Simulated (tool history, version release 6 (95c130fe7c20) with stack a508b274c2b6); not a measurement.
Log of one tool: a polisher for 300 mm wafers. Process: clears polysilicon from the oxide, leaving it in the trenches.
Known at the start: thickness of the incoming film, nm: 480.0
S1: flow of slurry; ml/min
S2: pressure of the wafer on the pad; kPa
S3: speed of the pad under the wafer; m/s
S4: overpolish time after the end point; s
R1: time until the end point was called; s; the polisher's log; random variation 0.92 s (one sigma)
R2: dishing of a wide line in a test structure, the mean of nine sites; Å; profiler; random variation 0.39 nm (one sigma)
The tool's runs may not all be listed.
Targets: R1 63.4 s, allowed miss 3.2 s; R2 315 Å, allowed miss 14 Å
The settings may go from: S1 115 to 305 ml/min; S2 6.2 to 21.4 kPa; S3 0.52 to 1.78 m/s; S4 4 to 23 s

| run | hour | S1 | S2 | S3 | S4 | R1 | R2 |
|---|---|---|---|---|---|---|---|
| 1 | 0 | 195 | 13.8 | 1.14 | 12 | 53.181 | 434.67 |
| 2 | 5.7 | 170 | 13.8 | 1.14 | 12 | 53.829 | 428.24 |
| 3 | 7.7 | 155 | 13.1 | 1.14 | 10 | 58.76 | 410.35 |
| 4 | 16.2 | 145 | 13.1 | 1.1 | 8 | 58.184 | 374.63 |
| 5 | 21 | 145 | 13.1 | 1.1 | 4 | 60.046 | 251.23 |
| 6 | 22.8 | 140 | 13.1 | 1.1 | 5 | 60.25 | 298.23 |
| 7 | 31 | 135 | 13.1 | 1.1 | 5 | 60.378 | 289.12 |
| 8 | 34 | 130 | 13.1 | 1.1 | 5 | 60.446 | 287.1 |

Which of these 4 next moves meets every target?
| A | 37 | 165 | 11.7 | 1.16 | 6 | ? | ? |
| B | 37 | 165 | 11 | 1.44 | 4 | ? | ? |
| C | 37 | 115 | 12.4 | 1.08 | 5 | ? | ? |
| D | 37 | 170 | 17.2 | 0.76 | 4 | ? | ? |

| move | R1 | R2 |
|---|---|---|
| A | 61.928 | 308.48 |
| B | 54.707 | 262.39 |
| C | 67.428 | 264.68 |
| D | 59.321 | 249.25 |
A: meets every target
B: further off than the last run
C: further off than the last run
D: further off than the last run
Move A is the one to make.
